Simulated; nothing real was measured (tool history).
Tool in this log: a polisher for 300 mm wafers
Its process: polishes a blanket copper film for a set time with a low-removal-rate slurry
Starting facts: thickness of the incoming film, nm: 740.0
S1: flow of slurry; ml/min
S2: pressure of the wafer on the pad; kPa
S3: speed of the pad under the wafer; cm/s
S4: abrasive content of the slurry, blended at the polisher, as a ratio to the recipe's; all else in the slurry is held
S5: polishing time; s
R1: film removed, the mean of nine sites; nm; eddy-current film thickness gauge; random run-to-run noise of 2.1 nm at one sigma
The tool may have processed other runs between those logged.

| run | hour | S1 | S2 | S3 | S4 | S5 | R1 |
|---|---|---|---|---|---|---|---|
| 1 | 0 | 180 | 13.1 | 134 | 1 | 36 | 89.337 |
| 2 | 1.7 | 180 | 15.2 | 136 | 1 | 36 | 105.32 |
| 3 | 2.5 | 180 | 16.5 | 140 | 1 | 36 | 117.25 |
| 4 | 4.8 | 185 | 17.9 | 144 | 1 | 36 | 129.44 |
| 5 | 10.6 | 185 | 17.9 | 144 | 0.85 | 36 | 126.08 |
| 6 | 17 | 185 | 17.9 | 112 | 0.85 | 36 | 105.26 |

Forecast run 7:
| 7 | 24.7 | 190 | 18.6 | 126 | 0.85 | 36 | ? |

R1: 119 nm

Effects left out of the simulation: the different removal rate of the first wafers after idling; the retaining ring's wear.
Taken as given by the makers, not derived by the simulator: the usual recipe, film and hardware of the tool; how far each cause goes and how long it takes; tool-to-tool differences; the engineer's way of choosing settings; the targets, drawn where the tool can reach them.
